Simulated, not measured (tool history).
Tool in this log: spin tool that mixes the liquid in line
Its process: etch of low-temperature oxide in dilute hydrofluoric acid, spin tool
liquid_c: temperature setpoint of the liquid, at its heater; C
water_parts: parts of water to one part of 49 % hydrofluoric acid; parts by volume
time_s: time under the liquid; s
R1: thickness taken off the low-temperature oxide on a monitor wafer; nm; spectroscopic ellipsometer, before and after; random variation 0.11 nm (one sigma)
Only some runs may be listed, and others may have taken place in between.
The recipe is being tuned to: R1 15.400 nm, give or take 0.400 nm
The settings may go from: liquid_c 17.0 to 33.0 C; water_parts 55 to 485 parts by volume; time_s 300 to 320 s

{"run": 1, "hour": 0.0, "liquid_c": 25.0, "water_parts": 270, "time_s": 300, "R1": 20.995}
{"run": 2, "hour": 4.3, "liquid_c": 25.0, "water_parts": 200, "time_s": 300, "R1": 30.591}
{"run": 3, "hour": 12.8, "liquid_c": 25.0, "water_parts": 200, "time_s": 320, "R1": 32.729}
{"run": 4, "hour": 17.4, "liquid_c": 26.5, "water_parts": 200, "time_s": 320, "R1": 34.161}
{"run": 5, "hour": 18.9, "liquid_c": 25.5, "water_parts": 215, "time_s": 320, "R1": 30.627}
{"run": 6, "hour": 20.5, "liquid_c": 25.5, "water_parts": 180, "time_s": 320, "R1": 37.155}
{"run": 7, "hour": 28.0, "liquid_c": 24.5, "water_parts": 195, "time_s": 320, "R1": 33.238}
{"run": 8, "hour": 35.2, "liquid_c": 20.5, "water_parts": 305, "time_s": 320, "R1": 16.185}
{"run": 9, "hour": 37.1, "liquid_c": 20.0, "water_parts": 305, "time_s": 320, "R1": 15.984}
{"run": 10, "hour": 37.8, "liquid_c": 19.5, "water_parts": 305, "time_s": 320, "R1": 15.786}

Which of these 5 next moves meets every target?
{"run": "A", "hour": 38.5, "liquid_c": 18.0, "water_parts": 295, "time_s": 315, "R1": "?"}
{"run": "B", "hour": 38.5, "liquid_c": 18.5, "water_parts": 285, "time_s": 320, "R1": "?"}
{"run": "C", "hour": 38.5, "liquid_c": 17.0, "water_parts": 260, "time_s": 300, "R1": "?"}
{"run": "D", "hour": 38.5, "liquid_c": 26.5, "water_parts": 335, "time_s": 300, "R1": "?"}
{"run": "E", "hour": 38.5, "liquid_c": 19.5, "water_parts": 280, "time_s": 300, "R1": "?"}

move=A R1=15.514
move=B R1=16.766
move=C R1=16.631
move=D R1=16.913
move=E R1=16.681
A: hits every target within its allowed miss
B: further off than the last run
C: further off than the last run
D: further off than the last run
E: further off than the last run
A meets every target.

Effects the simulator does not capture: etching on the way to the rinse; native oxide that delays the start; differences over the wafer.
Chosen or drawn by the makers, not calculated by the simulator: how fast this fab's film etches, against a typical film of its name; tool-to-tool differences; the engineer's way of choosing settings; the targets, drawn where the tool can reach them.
